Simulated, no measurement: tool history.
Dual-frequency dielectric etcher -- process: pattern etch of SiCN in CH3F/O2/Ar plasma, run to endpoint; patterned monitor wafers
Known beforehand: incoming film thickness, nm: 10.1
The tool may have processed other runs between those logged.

| run | hour | source power (W) | bias power (W) | endpoint time (s) |
|---|---|---|---|---|
| 1 | 0.0 | 440 | 97 | 21.526 |
| 2 | 6.3 | 460 | 99 | 21.181 |
| 3 | 8.8 | 480 | 101 | 20.632 |
| 4 | 14.6 | 480 | 89 | 22.340 |
| 5 | 20.7 | 420 | 89 | 22.929 |
| 6 | 26.7 | 460 | 89 | 22.491 |
| 7 | 33.2 | 480 | 93 | 21.906 |

Run 8, settings as shown, results not yet in. Your forecast:
| 8 | 37.3 | 490 | 98 | ? |

Run 8 measured endpoint time (s) 20.751.
